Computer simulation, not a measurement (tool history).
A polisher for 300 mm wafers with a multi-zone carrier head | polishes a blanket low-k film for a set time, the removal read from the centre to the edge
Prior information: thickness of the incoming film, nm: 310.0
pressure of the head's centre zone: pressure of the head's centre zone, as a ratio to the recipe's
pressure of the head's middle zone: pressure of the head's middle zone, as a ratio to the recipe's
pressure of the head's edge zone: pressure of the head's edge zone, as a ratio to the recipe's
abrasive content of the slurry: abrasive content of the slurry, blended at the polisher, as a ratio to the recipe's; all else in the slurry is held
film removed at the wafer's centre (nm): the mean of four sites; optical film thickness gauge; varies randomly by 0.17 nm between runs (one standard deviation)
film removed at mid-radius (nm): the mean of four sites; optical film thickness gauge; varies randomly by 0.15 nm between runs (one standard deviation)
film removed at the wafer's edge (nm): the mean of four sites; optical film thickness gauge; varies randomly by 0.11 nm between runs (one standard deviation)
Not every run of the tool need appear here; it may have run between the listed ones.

run	hour	flow of slurry (ml/min)	pressure of the head's centre zone	pressure of the head's middle zone	pressure of the head's edge zone	abrasive content of the slurry	polishing time (s)	film removed at the wafer's centre (nm)	film removed at mid-radius (nm)	film removed at the wafer's edge (nm)
1	0	295	1	1	1	1	30	18.817	18.479	19.455
2	5.6	265	1	1	1	1	30	18.597	18.671	19.192
3	10.2	260	1.01	0.99	0.98	1	30	18.413	17.992	19.187
4	11.9	260	1.01	1.03	0.98	1	30	19.022	19.08	19.166
5	20.5	260	1.02	1.02	0.96	1	30	18.994	18.722	19.056
6	26.2	260	1.03	1.02	0.95	1	30	19.343	18.643	18.861
7	31.3	260	1.04	1.01	0.93	1	30	19.202	18.464	18.491
8	39.2	260	1.05	1	0.92	1	30	19.622	18.3	18.625
9	48.1	260	1.06	0.99	0.91	1	30	19.899	18.18	18.435
10	51.5	260	1.06	0.98	0.9	1	30	19.516	18.247	18.414
11	59.8	235	1.14	0.88	0.82	0.9	30	19.792	15.597	16.715
12	68.8	235	1.14	0.89	0.82	0.9	30	19.755	15.85	16.872
# hour 71: slurry nozzle cleaned
13	71	240	1.12	0.91	0.83	0.9	30	20.224	16.848	17.266
14	77	235	1.12	0.91	0.83	0.9	30	20.3	16.658	17.588

Expected results for the next run?
15	85.3	240	1.12	0.91	0.83	0.9	30	?	?	?

Run 15 yielded film removed at the wafer's centre (nm) 20.261, film removed at mid-radius (nm) 16.935, film removed at the wafer's edge (nm) 17.216.

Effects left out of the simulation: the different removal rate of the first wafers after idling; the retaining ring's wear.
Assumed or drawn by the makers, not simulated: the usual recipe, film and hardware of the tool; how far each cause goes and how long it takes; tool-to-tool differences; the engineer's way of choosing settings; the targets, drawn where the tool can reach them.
